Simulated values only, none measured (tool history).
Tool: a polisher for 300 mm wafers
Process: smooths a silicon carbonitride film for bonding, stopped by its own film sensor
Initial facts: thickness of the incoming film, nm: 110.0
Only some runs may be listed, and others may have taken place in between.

| run | hour | flow of slurry (ml/min) | pressure of the wafer on the pad (psi) | speed of the pad under the wafer (m/s) | abrasive content of the slurry | target thickness at which the film sensor stops the polish (angstrom) | time until the film sensor stopped the polish (s) |
|---|---|---|---|---|---|---|---|
| 1 | 0 | 305 | 1.6 | 0.88 | 1 | 830 | 188.98 |
| 2 | 4.8 | 305 | 1.6 | 0.88 | 1 | 830 | 189.66 |
| 3 | 9.5 | 305 | 1.7 | 0.88 | 1 | 830 | 178.33 |
| 4 | 12.8 | 305 | 2.1 | 0.88 | 1 | 830 | 146.26 |
| 5 | 19.2 | 305 | 2.1 | 0.88 | 0.9 | 830 | 155.96 |
| 6 | 23.1 | 305 | 2.2 | 0.9 | 0.9 | 830 | 142.99 |
| 7 | 29.4 | 305 | 2.3 | 0.9 | 0.9 | 830 | 139.23 |
| 8 | 34.4 | 305 | 2.4 | 0.9 | 0.9 | 830 | 134.54 |
| 9 | 39.8 | 305 | 2.4 | 0.92 | 0.9 | 830 | 132.99 |
| 10 | 48 | 305 | 2.4 | 0.94 | 0.9 | 830 | 131.29 |

What will run 11 give?
| 11 | 52.8 | 305 | 2.4 | 0.96 | 0.9 | 830 | ? |

time until the film sensor stopped the polish (s): 129.51
